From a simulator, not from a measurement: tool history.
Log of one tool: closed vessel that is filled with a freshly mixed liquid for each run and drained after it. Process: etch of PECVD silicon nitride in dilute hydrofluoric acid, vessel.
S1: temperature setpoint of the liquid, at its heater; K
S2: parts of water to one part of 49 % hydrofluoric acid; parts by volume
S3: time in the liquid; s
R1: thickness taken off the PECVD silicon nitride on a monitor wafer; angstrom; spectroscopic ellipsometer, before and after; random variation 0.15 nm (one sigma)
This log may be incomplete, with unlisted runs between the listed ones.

Run 1, day 0.000: S1 298.15 K, S2 170 parts by volume, S3 510 s. Result: R1 175.21 angstrom.
Run 2, day 0.071: S1 299.15 K, S2 170 parts by volume, S3 510 s. Result: R1 184.44 angstrom.
Run 3, day 0.283: S1 299.15 K, S2 170 parts by volume, S3 510 s. Result: R1 187.21 angstrom.
Run 4, day 0.625: S1 299.15 K, S2 170 parts by volume, S3 545 s. Result: R1 197.83 angstrom.
Run 5, day 0.746: S1 299.15 K, S2 195 parts by volume, S3 545 s. Result: R1 173.17 angstrom.
Run 6, day 0.892: S1 300.65 K, S2 195 parts by volume, S3 545 s. Result: R1 188.93 angstrom.

Run 7, settings as shown, results not yet in. Your forecast:
Run 7, day 0.992: S1 301.65 K, S2 195 parts by volume, S3 545 s. Result: R1 ?.

Run 7 came out at R1 202.62 angstrom.
